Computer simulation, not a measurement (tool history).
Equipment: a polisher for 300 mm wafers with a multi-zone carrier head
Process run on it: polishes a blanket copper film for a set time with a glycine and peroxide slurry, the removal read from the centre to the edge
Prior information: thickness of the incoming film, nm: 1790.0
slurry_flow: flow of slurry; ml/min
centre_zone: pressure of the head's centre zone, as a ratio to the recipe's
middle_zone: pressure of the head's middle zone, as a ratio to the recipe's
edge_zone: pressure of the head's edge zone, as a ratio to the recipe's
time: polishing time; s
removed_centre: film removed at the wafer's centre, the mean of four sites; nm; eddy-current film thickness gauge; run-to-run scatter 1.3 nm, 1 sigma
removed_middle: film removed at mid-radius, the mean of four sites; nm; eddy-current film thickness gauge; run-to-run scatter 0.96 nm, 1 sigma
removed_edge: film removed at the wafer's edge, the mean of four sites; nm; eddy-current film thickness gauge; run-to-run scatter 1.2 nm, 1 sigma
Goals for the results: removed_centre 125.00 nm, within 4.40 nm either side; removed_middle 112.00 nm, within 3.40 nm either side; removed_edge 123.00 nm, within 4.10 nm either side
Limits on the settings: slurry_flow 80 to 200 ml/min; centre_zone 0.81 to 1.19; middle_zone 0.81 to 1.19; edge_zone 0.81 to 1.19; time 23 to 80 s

run	hour	slurry_flow	centre_zone	middle_zone	edge_zone	time	removed_centre	removed_middle	removed_edge
1	0.0	130	1.00	1.00	1.00	51	236.95	233.86	232.96
2	2.8	130	1.00	1.00	0.92	51	235.57	235.89	228.35
3	4.4	130	1.05	1.00	0.92	51	247.45	234.86	223.07
4	5.7	115	1.03	0.96	0.91	42	193.84	183.91	183.29
5	7.7	110	1.03	0.92	0.90	36	166.64	151.58	153.40
6	8.5	105	1.01	0.89	0.90	34	154.38	136.84	143.58
7	12.3	85	0.91	0.81	0.82	30	116.77	104.45	117.65
8	19.2	95	0.91	0.81	0.82	30	121.46	109.34	119.64
9	22.9	95	0.91	0.81	0.82	30	120.82	109.77	120.24

Exercise: of the 4 proposed moves below, exactly one satisfies all targets within the stated allowed misses. Which move is it?
A	26.6	80	0.96	0.81	0.87	30	?	?	?
B	26.6	130	1.05	0.86	0.81	27	?	?	?
C	26.6	90	0.92	0.81	0.81	31	?	?	?
D	26.6	120	1.06	0.85	0.81	27	?	?	?

move	removed_centre	removed_middle	removed_edge
A	120.63	105.77	120.47
B	131.56	111.07	113.01
C	125.07	112.59	122.97
D	130.14	108.36	111.80
A: the worst result of the last run now meets its target, but another is out of spec
B: the result that was furthest off in the last run now lies on the other side of its target
C: every result lands within tolerance
D: the result that was furthest off in the last run now lies on the other side of its target
Correct choice: C, which meets every target
